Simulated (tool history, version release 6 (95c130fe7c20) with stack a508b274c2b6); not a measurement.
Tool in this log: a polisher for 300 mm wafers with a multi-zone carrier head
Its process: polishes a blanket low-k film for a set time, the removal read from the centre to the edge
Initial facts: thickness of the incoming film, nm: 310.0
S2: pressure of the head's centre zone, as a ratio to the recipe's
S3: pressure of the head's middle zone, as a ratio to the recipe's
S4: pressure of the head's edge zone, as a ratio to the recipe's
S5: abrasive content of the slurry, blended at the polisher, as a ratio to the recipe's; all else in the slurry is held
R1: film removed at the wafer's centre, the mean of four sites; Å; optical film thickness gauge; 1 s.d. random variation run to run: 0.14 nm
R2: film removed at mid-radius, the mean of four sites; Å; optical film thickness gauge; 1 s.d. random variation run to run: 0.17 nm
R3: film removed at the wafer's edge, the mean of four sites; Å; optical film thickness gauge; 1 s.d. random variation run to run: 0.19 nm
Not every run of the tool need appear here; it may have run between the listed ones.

Run 1, hour 0: flow of slurry (ml/min) 190, S2 1, S3 1, S4 1, S5 1, polishing time (s) 60. Result: R1 301.9 Å, R2 302.33 Å, R3 310.72 Å.
Run 2, hour 6.5: flow of slurry (ml/min) 185, S2 0.97, S3 1.01, S4 0.97, S5 0.9, polishing time (s) 56. Result: R1 259.89 Å, R2 270.64 Å, R3 271.76 Å.
Run 3, hour 14: flow of slurry (ml/min) 180, S2 0.95, S3 1.02, S4 0.94, S5 0.8, polishing time (s) 53. Result: R1 226.27 Å, R2 247.18 Å, R3 235.5 Å.
Run 4, hour 17.6: flow of slurry (ml/min) 175, S2 0.93, S3 1.01, S4 0.92, S5 0.75, polishing time (s) 52. Result: R1 208.05 Å, R2 232.86 Å, R3 225.05 Å.
Run 5, hour 19.7: flow of slurry (ml/min) 175, S2 0.93, S3 1.01, S4 0.92, S5 0.75, polishing time (s) 62. Result: R1 253.03 Å, R2 270.35 Å, R3 262.26 Å.
Run 6, hour 27.3: flow of slurry (ml/min) 175, S2 0.93, S3 1.01, S4 0.83, S5 0.75, polishing time (s) 62. Result: R1 247.27 Å, R2 267.97 Å, R3 250.44 Å.
Run 7, hour 28.6: flow of slurry (ml/min) 170, S2 0.92, S3 1.01, S4 0.83, S5 0.7, polishing time (s) 59. Result: R1 221.6 Å, R2 246.8 Å, R3 226.47 Å.
Run 8, hour 35.2: flow of slurry (ml/min) 165, S2 0.91, S3 1.01, S4 0.83, S5 0.65, polishing time (s) 57. Result: R1 204.56 Å, R2 228.63 Å, R3 211.88 Å.
Run 9, hour 42.4: flow of slurry (ml/min) 155, S2 0.84, S3 1.06, S4 0.81, S5 0.5, polishing time (s) 46. Result: R1 127.22 Å, R2 163.7 Å, R3 143.52 Å.

Run 10 comes next. What will it give?
Run 10, hour 47: flow of slurry (ml/min) 175, S2 0.85, S3 1.06, S4 0.82, S5 0.5, polishing time (s) 46. Result: R1 ?, R2 ?, R3 ?.

Run 10 produced R1 133.14 Å, R2 166.27 Å, R3 144.02 Å.

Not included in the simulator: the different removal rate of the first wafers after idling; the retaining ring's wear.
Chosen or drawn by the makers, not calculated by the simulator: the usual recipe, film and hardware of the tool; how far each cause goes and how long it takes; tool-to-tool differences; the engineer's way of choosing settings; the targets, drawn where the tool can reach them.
